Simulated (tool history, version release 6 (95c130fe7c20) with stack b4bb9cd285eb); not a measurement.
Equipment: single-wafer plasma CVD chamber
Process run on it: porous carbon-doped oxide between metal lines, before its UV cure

| run | day | heater temperature setpoint (deg C) | RF power (kW) | deposition time (s) | mean film thickness on the monitor wafer (Å) |
|---|---|---|---|---|---|
| 1 | 0.000 | 285 | 0.380 | 53.8 | 2566.2 |
| 2 | 0.342 | 291 | 0.380 | 53.8 | 2445.3 |
| 3 | 0.450 | 283 | 0.380 | 53.8 | 2557.8 |
| 4 | 0.604 | 283 | 0.380 | 55.6 | 2683.1 |
| 5 | 0.933 | 283 | 0.380 | 53.8 | 2577.5 |
|  | 1.192 | RF generator calibrated |
| 6 | 1.192 | 276 | 0.380 | 53.8 | 2761.0 |
| 7 | 1.458 | 273 | 0.385 | 53.8 | 2828.9 |
| 8 | 1.546 | 271 | 0.390 | 53.8 | 2868.6 |

Run 9, settings as shown, results not yet in. Your forecast:
| 9 | 1.892 | 269 | 0.400 | 53.9 | ? |

{"run 9": {"mean film thickness on the monitor wafer (Å)": 2936.0}}
